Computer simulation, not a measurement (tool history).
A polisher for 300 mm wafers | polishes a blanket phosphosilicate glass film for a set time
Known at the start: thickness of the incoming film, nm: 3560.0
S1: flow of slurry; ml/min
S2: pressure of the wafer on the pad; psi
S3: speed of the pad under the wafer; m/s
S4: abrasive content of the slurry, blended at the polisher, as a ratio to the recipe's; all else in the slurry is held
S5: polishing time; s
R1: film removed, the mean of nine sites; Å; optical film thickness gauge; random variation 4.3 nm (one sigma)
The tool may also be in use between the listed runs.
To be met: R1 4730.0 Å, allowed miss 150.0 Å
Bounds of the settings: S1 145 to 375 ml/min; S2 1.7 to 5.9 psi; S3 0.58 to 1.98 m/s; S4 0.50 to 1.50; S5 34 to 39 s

run	hour	S1	S2	S3	S4	S5	R1
1	0.0	240	3.8	1.28	1.00	39	5625.3
2	3.9	240	3.6	1.28	1.00	39	5271.3
3	7.4	240	3.6	1.40	1.00	39	5759.5
4	11.9	240	3.4	1.40	1.00	39	5427.8
5	14.6	240	3.3	1.40	1.00	39	5262.1
6	18.9	240	3.3	1.66	1.00	39	5940.9
7	21.1	240	3.1	1.66	1.00	39	5613.5
8	23.4	240	3.0	1.66	1.00	39	5496.2
9	27.3	240	2.9	1.66	1.00	39	5198.5
10	36.2	240	2.8	1.66	1.00	39	5074.1
11	38.6	240	2.7	1.66	1.00	39	4918.1

Which of these 4 next moves meets every target?
A	41.0	225	2.8	1.76	0.90	34	?
B	41.0	215	2.5	1.62	1.15	39	?
C	41.0	235	2.4	1.62	1.00	39	?
D	41.0	285	2.2	1.76	1.05	38	?

move	R1
A	4354.2
B	4734.5
C	4300.5
D	4313.1
A: takes the result that was furthest off past its target
B: meets every target
C: takes the result that was furthest off past its target
D: takes the result that was furthest off past its target
The right move is B.

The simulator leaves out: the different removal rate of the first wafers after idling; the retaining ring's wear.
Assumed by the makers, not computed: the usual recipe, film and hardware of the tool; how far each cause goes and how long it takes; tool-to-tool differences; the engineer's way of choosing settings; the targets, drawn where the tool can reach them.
